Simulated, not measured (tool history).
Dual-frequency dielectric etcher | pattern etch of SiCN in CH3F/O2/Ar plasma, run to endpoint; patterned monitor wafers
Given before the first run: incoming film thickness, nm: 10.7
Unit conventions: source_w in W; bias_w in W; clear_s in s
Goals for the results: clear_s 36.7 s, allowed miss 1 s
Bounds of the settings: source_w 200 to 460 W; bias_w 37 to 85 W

Run 1, hour 0: source_w 330 W, bias_w 61 W. Result: clear_s 31.491 s.
Run 2, hour 8.9: source_w 330 W, bias_w 67 W. Result: clear_s 30.71 s.
Run 3, hour 16.9: source_w 330 W, bias_w 61 W. Result: clear_s 32.259 s.
Run 4, hour 25.2: source_w 330 W, bias_w 65 W. Result: clear_s 30.793 s.
Run 5, hour 33.4: source_w 310 W, bias_w 64 W. Result: clear_s 31.966 s.
Run 6, hour 36.6: source_w 300 W, bias_w 63 W. Result: clear_s 33.002 s.
Run 7, hour 40: source_w 290 W, bias_w 63 W. Result: clear_s 34.31 s.
Run 8, hour 42: source_w 270 W, bias_w 62 W. Result: clear_s 35.811 s.

Below are 5 possible settings for the next run. Only one of them brings all results inside the allowed miss of their targets. Which is it?
Run A, hour 44: source_w 290 W, bias_w 60 W. Result: clear_s ?.
Run B, hour 44: source_w 290 W, bias_w 62 W. Result: clear_s ?.
Run C, hour 44: source_w 260 W, bias_w 70 W. Result: clear_s ?.
Run D, hour 44: source_w 260 W, bias_w 74 W. Result: clear_s ?.
Run E, hour 44: source_w 260 W, bias_w 63 W. Result: clear_s ?.

move  clear_s
   A   34.113
   B   33.761
   C   34.775
   D   34.133
   E   35.999
A: lands further from the targets than the last run did
B: lands further from the targets than the last run did
C: lands further from the targets than the last run did
D: lands further from the targets than the last run did
E: all results in spec
Correct choice: E, which meets every target
